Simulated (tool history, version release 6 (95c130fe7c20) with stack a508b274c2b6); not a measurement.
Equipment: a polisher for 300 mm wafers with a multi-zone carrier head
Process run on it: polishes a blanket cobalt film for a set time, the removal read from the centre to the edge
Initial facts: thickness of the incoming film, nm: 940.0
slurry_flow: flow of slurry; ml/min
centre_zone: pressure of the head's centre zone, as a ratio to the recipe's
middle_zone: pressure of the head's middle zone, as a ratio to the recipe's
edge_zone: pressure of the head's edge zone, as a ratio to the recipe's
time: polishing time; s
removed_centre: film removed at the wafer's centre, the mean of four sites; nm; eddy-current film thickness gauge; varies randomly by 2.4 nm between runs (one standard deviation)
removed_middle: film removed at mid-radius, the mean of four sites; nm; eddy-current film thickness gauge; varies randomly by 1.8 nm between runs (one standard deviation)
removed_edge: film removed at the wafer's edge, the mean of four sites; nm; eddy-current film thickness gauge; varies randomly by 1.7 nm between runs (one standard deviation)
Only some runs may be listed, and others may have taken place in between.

| run | day | slurry_flow | centre_zone | middle_zone | edge_zone | time | removed_centre | removed_middle | removed_edge |
|---|---|---|---|---|---|---|---|---|---|
| 1 | 0 | 200 | 1 | 1 | 1 | 67 | 278.56 | 283.81 | 279.11 |
| 2 | 0.321 | 190 | 0.95 | 1 | 0.96 | 59 | 233.73 | 247.12 | 240.92 |
| 3 | 0.533 | 160 | 0.95 | 1 | 0.96 | 59 | 226.48 | 237.22 | 237.06 |
| 4 | 0.562 | 190 | 0.95 | 1 | 0.96 | 59 | 233.08 | 247.51 | 241.8 |
| 5 | 0.725 | 190 | 0.95 | 1 | 0.96 | 52 | 201.94 | 218.24 | 213.69 |
| 6 | 0.962 | 190 | 0.95 | 1 | 0.9 | 52 | 207.78 | 220.49 | 206.11 |
| 7 | 1.021 | 190 | 0.95 | 1 | 0.9 | 52 | 205.8 | 216.94 | 207.83 |
| 8 | 1.283 | 185 | 0.92 | 1.01 | 0.88 | 50 | 187.78 | 208.01 | 200.61 |
| 9 | 1.412 | 180 | 0.92 | 1.03 | 0.86 | 49 | 184.66 | 210.59 | 191.4 |

What will run 10 give?
| 10 | 1.775 | 170 | 0.91 | 1.03 | 0.85 | 49 | ? | ? | ? |

Run 10 produced removed_centre 180.89 nm, removed_middle 212.02 nm, removed_edge 188.42 nm.
